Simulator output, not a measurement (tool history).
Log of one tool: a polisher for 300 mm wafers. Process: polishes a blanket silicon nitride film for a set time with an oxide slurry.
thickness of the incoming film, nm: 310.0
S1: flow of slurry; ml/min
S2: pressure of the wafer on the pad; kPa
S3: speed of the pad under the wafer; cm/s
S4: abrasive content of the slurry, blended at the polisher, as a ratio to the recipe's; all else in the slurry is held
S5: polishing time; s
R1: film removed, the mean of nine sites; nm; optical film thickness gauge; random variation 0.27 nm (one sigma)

run,hour,S1,S2,S3,S4,S5,R1
1,0,155,24.1,100,1,43,22.396
2,1.5,155,23.4,100,1,43,22.919
3,2.4,180,23.4,100,1,43,22.675
4,4.5,180,22.8,100,1,43,22.307
5,7.6,180,22.1,100,1,43,21.368
6,12.3,180,21.4,100,1,43,21.321
7,18.9,180,20.7,100,1,43,21.036

The next listed run, before its measurement:
8,26.6,180,20,100,1,43,?

R1: 20.142 nm
